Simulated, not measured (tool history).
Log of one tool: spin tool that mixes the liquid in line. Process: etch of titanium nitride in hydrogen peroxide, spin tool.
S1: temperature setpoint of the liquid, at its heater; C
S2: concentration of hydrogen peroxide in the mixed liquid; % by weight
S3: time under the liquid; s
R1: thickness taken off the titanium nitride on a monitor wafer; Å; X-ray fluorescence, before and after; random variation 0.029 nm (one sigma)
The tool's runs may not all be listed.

| run | hour | S1 | S2 | S3 | R1 |
|---|---|---|---|---|---|
| 1 | 0.0 | 58 | 16 | 285 | 159.97 |
| 2 | 2.5 | 58 | 16 | 285 | 161.04 |
| 3 | 10.6 | 57 | 16 | 285 | 150.54 |
| 4 | 14.9 | 57 | 16 | 285 | 149.18 |
| 5 | 19.4 | 57 | 16 | 305 | 158.96 |
| 6 | 20.7 | 56 | 16 | 305 | 149.56 |
| 7 | 26.8 | 55 | 16 | 305 | 139.08 |

Run 8 comes next. What will it give?
| 8 | 34.3 | 54 | 16 | 305 | ? |

{"run 8": {"R1": 129.53}}

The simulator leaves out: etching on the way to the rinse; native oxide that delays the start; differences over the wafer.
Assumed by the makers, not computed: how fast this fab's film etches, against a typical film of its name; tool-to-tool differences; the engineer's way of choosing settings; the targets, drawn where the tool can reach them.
